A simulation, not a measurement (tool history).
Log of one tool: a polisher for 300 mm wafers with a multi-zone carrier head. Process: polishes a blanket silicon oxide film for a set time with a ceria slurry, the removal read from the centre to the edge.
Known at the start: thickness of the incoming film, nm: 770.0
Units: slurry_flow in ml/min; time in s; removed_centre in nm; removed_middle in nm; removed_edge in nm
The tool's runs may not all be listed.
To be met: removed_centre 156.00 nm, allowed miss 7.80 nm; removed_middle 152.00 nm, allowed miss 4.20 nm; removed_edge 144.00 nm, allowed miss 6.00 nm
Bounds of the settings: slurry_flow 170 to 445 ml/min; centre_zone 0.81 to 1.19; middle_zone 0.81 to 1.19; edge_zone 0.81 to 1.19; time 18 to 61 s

run	hour	slurry_flow	centre_zone	middle_zone	edge_zone	time	removed_centre	removed_middle	removed_edge
1	0.0	285	1.00	1.00	1.00	39	232.94	227.47	231.28
2	5.2	285	1.00	1.00	0.98	37	219.17	216.76	214.04
3	13.1	285	1.00	0.99	0.96	36	218.00	206.47	210.61
4	17.8	285	1.00	0.99	0.96	42	242.16	242.65	244.17
5	20.1	285	0.99	0.99	0.95	40	233.69	230.42	232.41
6	24.1	285	0.99	1.00	0.94	38	219.64	222.36	217.55
7	25.1	285	0.99	1.00	0.93	36	211.54	209.42	203.41
8	33.4	285	0.99	1.00	0.93	36	210.79	211.03	210.28
9	39.8	290	1.02	1.00	0.83	25	150.31	145.54	135.81
10	40.9	290	1.02	1.00	0.84	25	149.03	145.22	135.61

4 next moves are on the table. One of them brings every result within its allowed miss. Which?
A	42.0	265	1.03	1.01	0.87	26	?	?	?
B	42.0	300	1.01	1.11	0.81	24	?	?	?
C	42.0	280	0.93	0.98	0.84	25	?	?	?
D	42.0	280	1.04	0.90	0.82	26	?	?	?

move	removed_centre	removed_middle	removed_edge
A	157.68	151.45	144.09
B	144.67	153.33	129.84
C	137.57	142.81	137.00
D	160.04	138.25	141.12
A: meets every target
B: brings the result that was furthest off to its target, and leaves another outside
C: further off than the last run
D: further off than the last run
The right move is A.

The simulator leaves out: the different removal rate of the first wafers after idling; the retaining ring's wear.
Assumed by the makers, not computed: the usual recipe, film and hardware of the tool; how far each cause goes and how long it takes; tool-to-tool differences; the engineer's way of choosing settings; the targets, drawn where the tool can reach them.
